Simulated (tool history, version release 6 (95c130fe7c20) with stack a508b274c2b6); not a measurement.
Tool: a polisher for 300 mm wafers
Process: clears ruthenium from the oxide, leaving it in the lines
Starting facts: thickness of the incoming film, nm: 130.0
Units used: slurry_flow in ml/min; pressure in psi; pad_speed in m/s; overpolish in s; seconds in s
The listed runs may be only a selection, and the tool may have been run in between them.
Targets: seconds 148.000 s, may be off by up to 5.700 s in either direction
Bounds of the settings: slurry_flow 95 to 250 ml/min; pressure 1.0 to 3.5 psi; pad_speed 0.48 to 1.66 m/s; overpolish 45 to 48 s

run,hour,slurry_flow,pressure,pad_speed,overpolish,seconds
1,0.0,160,2.2,1.06,45,102.840
2,3.3,160,2.2,1.06,48,105.110
3,4.8,160,2.2,1.30,48,87.587
4,7.2,175,2.2,1.30,48,85.670
5,14.6,175,2.0,1.30,48,93.371
6,20.8,175,1.9,1.30,48,97.585
7,22.9,175,1.9,1.30,48,98.481
8,31.0,175,1.8,1.30,48,101.740
9,39.9,175,1.7,1.30,48,111.060
10,42.5,170,1.6,1.30,48,117.950
11,43.6,165,1.6,1.30,48,117.230
12,50.9,160,1.6,1.30,48,116.020
13,59.7,160,1.5,1.30,48,123.900

Pick the move, out of 4, that brings all results within their allowed miss; only one does.
A,68.5,210,1.4,1.46,47,?
B,68.5,145,1.2,1.28,46,?
C,68.5,170,1.2,1.34,45,?
D,68.5,195,1.6,1.30,45,?

move,seconds
A,116.940
B,161.900
C,150.940
D,115.420
A: lands further from the targets than the last run did
B: moves the result that the last run missed by most past its target, out the other side
C: each result inside its tolerance
D: lands further from the targets than the last run did
Answer: C
